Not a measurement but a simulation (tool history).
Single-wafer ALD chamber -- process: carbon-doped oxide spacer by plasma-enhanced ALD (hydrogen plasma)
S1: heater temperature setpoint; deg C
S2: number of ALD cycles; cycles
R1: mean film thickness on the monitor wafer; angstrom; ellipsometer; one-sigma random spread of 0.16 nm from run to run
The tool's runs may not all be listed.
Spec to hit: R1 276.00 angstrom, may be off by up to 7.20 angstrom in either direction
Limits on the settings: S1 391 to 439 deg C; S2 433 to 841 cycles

run	hour	S1	S2	R1
1	0.0	415	637	311.98
2	5.5	417	616	299.60
3	8.7	419	603	291.70
4	11.8	421	595	288.64
5	19.4	421	513	248.64
6	24.2	417	513	253.69
7	30.6	414	525	257.79
8	31.8	414	538	265.27
9	37.0	414	538	266.36

Which single option among these 4 for the next run brings every result within its allowed miss of target? Just one does.
A	42.2	406	523	?
B	42.2	412	519	?
C	42.2	417	566	?
D	42.2	416	511	?

move	R1
A	265.07
B	258.65
C	278.09
D	251.79
A: its largest miss is bigger than the last run's
B: its largest miss is bigger than the last run's
C: all results in spec
D: its largest miss is bigger than the last run's
Answer: C

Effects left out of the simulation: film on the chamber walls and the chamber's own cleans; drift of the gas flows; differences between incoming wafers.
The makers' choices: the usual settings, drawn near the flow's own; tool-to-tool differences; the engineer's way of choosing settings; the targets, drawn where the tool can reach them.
